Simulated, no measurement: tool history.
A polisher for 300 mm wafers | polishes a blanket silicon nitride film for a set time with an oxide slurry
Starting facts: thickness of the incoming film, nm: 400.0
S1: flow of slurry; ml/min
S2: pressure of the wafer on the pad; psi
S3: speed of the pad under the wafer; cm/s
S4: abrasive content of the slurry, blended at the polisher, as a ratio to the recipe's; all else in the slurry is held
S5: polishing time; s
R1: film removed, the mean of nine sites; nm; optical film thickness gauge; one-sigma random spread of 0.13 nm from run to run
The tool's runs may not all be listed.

run  hour   S1   S2   S3   S4  S5      R1
  1   0.0  145  2.9  108  1.0  26  14.443
  2   2.8  145  2.9  128  1.0  26  16.212
  3   3.8  145  2.7  128  1.0  26  15.012
  4  10.4  145  2.5  128  1.0  26  14.025
  5  18.3  145  2.4  128  1.0  26  13.363
  6  24.8  145  2.4  140  1.0  26  14.194
  7  32.9  145  2.3  140  1.0  26  13.468

Run 8 has not been measured yet. What should we expect?
  8  36.4  145  2.2  140  1.0  26   ?

R1: 12.950 nm
